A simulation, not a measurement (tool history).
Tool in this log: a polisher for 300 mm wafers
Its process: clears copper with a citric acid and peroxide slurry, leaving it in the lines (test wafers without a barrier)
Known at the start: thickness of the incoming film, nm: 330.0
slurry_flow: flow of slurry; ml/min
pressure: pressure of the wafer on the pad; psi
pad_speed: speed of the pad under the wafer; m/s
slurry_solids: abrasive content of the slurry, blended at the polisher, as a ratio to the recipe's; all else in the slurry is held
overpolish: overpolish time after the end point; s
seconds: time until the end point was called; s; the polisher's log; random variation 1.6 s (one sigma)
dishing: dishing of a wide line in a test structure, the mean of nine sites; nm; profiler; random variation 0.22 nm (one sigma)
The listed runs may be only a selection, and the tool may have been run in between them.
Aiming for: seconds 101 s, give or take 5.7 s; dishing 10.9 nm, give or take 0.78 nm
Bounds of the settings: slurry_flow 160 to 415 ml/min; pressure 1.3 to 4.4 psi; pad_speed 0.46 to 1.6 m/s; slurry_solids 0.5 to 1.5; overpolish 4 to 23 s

run,hour,slurry_flow,pressure,pad_speed,slurry_solids,overpolish,seconds,dishing
1,0,265,2.8,1.02,1,12,131.41,17.359
2,3,265,2.9,1.04,1,10,121.03,15.375
3,10.6,265,3,1.04,1,9,120.67,15.084
4,11.5,225,3,1.04,1,9,123.15,14.95
5,19.5,225,3,1.04,1,12,125.07,18.377
6,27.6,225,3,1.04,0.8,12,131.6,16.904
7,32.5,245,3.1,1.06,0.75,10,124.14,15.195
8,40.7,260,3.2,1.06,0.7,9,116.11,14.665
9,48.5,275,3.2,1.06,0.65,8,124.55,12.958
10,51.3,285,3.3,1.06,0.6,7,121.07,12.144
11,54.4,290,3.4,1.06,0.6,6,117.64,11.279
12,62.7,290,3.4,1.06,0.6,6,116.02,11.415
13,69.4,290,3.5,1.06,0.6,6,112.09,11.691
14,76.7,290,3.6,1.06,0.6,6,110.27,11.489
15,81.5,290,3.7,1.06,0.6,6,107.13,12.091
16,83.6,290,3.8,1.06,0.6,6,105.34,11.954
17,86.4,290,4,1.06,0.6,4,98.622,9.4332
18,94.5,295,4,1.06,0.6,4,101.77,9.3216
19,96.1,295,4,1.08,0.6,4,97.344,9.3814

Below are 4 possible settings for the next run. Only one of them brings all results inside the allowed miss of their targets. Which is it?
A,97.7,280,3.4,1.06,0.55,6,?,?
B,97.7,225,3.5,1.1,0.5,6,?,?
C,97.7,270,3.9,1,0.8,5,?,?
D,97.7,350,4.1,1.02,0.5,4,?,?

move,seconds,dishing
A,121.45,11.048
B,119.15,11.217
C,102.66,10.939
D,105.43,8.9251
A: gets the furthest-off result to its target, but another result is out of tolerance
B: gets the furthest-off result to its target, but another result is out of tolerance
C: all results land within tolerance of their targets
D: lands further from the targets than the last run did
So the answer is move C, the one that meets all the targets.

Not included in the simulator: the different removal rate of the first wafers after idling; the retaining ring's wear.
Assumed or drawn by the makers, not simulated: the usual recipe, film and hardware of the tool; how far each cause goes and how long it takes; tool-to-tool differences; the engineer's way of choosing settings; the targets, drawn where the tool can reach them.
